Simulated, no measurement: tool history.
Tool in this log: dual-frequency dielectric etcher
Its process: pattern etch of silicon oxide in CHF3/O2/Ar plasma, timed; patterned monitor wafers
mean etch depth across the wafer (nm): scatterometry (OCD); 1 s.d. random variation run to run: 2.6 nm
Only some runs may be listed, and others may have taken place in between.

| run | hour | source power (kW) | bias power (kW) | etch time (s) | mean etch depth across the wafer (nm) |
|---|---|---|---|---|---|
| 1 | 0.0 | 0.470 | 0.123 | 629.5 | 1006.50 |
| 2 | 2.0 | 0.470 | 0.123 | 629.5 | 1003.80 |
| 3 | 8.7 | 0.470 | 0.123 | 655.5 | 1043.10 |
| 4 | 17.2 | 0.450 | 0.121 | 655.0 | 1026.50 |
| 5 | 20.8 | 0.430 | 0.120 | 654.5 | 1004.30 |
| 6 | 22.0 | 0.410 | 0.119 | 654.0 | 984.34 |
| 7 | 29.6 | 0.400 | 0.118 | 653.5 | 976.78 |

Run 8 is up next; what results do you expect?
| 8 | 37.8 | 0.300 | 0.109 | 651.0 | ? |

Run 8 gave mean etch depth across the wafer (nm) 866.17.
